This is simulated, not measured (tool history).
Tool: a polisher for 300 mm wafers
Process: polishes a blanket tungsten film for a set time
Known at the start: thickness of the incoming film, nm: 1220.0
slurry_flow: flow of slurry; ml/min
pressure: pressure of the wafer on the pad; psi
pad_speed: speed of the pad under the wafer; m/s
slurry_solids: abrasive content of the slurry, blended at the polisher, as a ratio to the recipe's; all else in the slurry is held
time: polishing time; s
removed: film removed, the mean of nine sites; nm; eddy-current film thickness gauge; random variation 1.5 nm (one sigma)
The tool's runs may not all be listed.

Run 1, hour 0.0: slurry_flow 305 ml/min, pressure 3.3 psi, pad_speed 0.86 m/s, slurry_solids 1.00, time 43 s. Result: removed 172.86 nm.
Run 2, hour 8.1: slurry_flow 305 ml/min, pressure 3.3 psi, pad_speed 0.86 m/s, slurry_solids 0.95, time 43 s. Result: removed 169.20 nm.
Run 3, hour 9.1: slurry_flow 305 ml/min, pressure 3.3 psi, pad_speed 0.86 m/s, slurry_solids 0.95, time 45 s. Result: removed 179.07 nm.
Run 4, hour 13.4: slurry_flow 305 ml/min, pressure 3.4 psi, pad_speed 0.86 m/s, slurry_solids 0.95, time 45 s. Result: removed 184.87 nm.
Run 5, hour 22.0: slurry_flow 375 ml/min, pressure 3.4 psi, pad_speed 0.86 m/s, slurry_solids 0.95, time 45 s. Result: removed 187.01 nm.
Run 6, hour 29.7: slurry_flow 375 ml/min, pressure 3.5 psi, pad_speed 0.86 m/s, slurry_solids 0.95, time 45 s. Result: removed 191.07 nm.

Run 7 comes next. What will it give?
Run 7, hour 36.0: slurry_flow 375 ml/min, pressure 3.6 psi, pad_speed 0.86 m/s, slurry_solids 0.95, time 45 s. Result: removed ?.

Run 7 gave removed 196.51 nm.
